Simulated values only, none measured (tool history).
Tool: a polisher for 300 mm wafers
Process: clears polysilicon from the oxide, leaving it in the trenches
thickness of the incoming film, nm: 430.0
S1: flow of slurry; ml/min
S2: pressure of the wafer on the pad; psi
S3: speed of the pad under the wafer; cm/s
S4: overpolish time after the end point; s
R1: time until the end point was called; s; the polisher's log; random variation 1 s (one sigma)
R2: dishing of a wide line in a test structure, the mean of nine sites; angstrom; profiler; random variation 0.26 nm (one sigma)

{"run": 1, "day": 0.0, "S1": 250, "S2": 2.3, "S3": 78, "S4": 15, "R1": 47.174, "R2": 412.19}
{"run": 2, "day": 0.142, "S1": 250, "S2": 2.3, "S3": 60, "S4": 15, "R1": 59.858, "R2": 395.38}
{"run": 3, "day": 0.2, "S1": 245, "S2": 2.2, "S3": 62, "S4": 14, "R1": 59.515, "R2": 385.15}
{"run": 4, "day": 0.475, "S1": 245, "S2": 1.7, "S3": 62, "S4": 14, "R1": 81.743, "R2": 341}
{"run": 5, "day": 0.808, "S1": 245, "S2": 2.1, "S3": 62, "S4": 14, "R1": 64.942, "R2": 371.97}
{"run": 6, "day": 1.054, "S1": 235, "S2": 2, "S3": 66, "S4": 13, "R1": 66.858, "R2": 375.7}

Forecast run 7:
{"run": 7, "day": 1.083, "S1": 305, "S2": 2.6, "S3": 44, "S4": 6, "R1": "?", "R2": "?"}

R1: 72.076 s
R2: 229.93 angstrom

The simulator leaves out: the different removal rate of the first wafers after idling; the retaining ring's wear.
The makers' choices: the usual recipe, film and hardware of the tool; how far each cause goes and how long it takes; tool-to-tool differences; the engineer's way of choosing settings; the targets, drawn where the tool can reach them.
